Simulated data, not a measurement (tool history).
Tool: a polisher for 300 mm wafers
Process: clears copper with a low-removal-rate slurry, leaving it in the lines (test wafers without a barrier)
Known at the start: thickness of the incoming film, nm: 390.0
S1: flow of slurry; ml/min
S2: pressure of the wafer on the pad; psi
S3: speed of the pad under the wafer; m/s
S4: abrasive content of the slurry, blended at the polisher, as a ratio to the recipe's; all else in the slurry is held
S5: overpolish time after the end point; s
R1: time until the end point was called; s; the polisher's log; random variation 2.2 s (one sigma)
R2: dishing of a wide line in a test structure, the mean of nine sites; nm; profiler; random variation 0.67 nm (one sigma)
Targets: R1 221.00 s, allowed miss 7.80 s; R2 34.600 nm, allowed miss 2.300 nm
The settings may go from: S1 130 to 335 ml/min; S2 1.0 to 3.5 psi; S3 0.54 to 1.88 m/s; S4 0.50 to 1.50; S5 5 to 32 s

run  hour   S1   S2    S3    S4  S5      R1      R2
  1   0.0  215  2.2  1.20  1.00  16  134.01  36.756
  2   3.8  210  1.9  1.20  1.00  18  152.38  35.528
  3  12.8  210  1.7  1.20  1.00  20  163.81  35.388
  4  20.7  160  1.7  1.20  1.00  20  170.27  34.469
  5  28.1  190  1.7  1.20  1.00  20  166.52  36.708
  6  36.7  185  1.5  1.20  1.00  21  188.33  34.856
  7  43.9  185  1.4  1.20  1.00  22  194.33  34.698
  8  52.4  185  1.3  1.20  1.00  23  211.87  33.076

Which of these 5 next moves meets every target?
  A  60.9  165  1.2  1.26  1.10  24   ?   ?
  B  60.9  205  1.3  1.06  1.20  20   ?   ?
  C  60.9  220  1.0  1.34  1.05  22   ?   ?
  D  60.9  240  1.0  1.34  1.05  25   ?   ?
  E  60.9  130  1.7  1.08  0.90  21   ?   ?

move      R1      R2
   A  209.89  34.904
   B  222.58  28.390
   C  223.04  30.414
   D  221.25  34.175
   E  200.76  32.910
A: further off than the last run
B: brings the result that was furthest off to its target, and leaves another outside
C: brings the result that was furthest off to its target, and leaves another outside
D: meets every target
E: further off than the last run
The right move is D.

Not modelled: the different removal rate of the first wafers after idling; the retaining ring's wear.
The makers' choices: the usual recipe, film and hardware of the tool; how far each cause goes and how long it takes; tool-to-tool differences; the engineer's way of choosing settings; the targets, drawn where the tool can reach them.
